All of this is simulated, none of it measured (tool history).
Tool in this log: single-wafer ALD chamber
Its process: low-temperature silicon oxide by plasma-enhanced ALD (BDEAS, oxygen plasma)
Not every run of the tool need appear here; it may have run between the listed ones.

run	hour	heater temperature setpoint (deg C)	number of ALD cycles (cycles)	mean film thickness on the monitor wafer (nm)
1	0	100	43	6.4737
2	1.3	102	42	6.2785
3	4.8	105	42	6.2598
4	7.1	107	41	6.0966
5	11.8	109	41	6.081
6	18.5	110	41	6.0593
7	25.7	111	41	6.0528

What will run 8 give?
8	27.8	112	41	?

Run 8 came out at mean film thickness on the monitor wafer (nm) 6.0196.
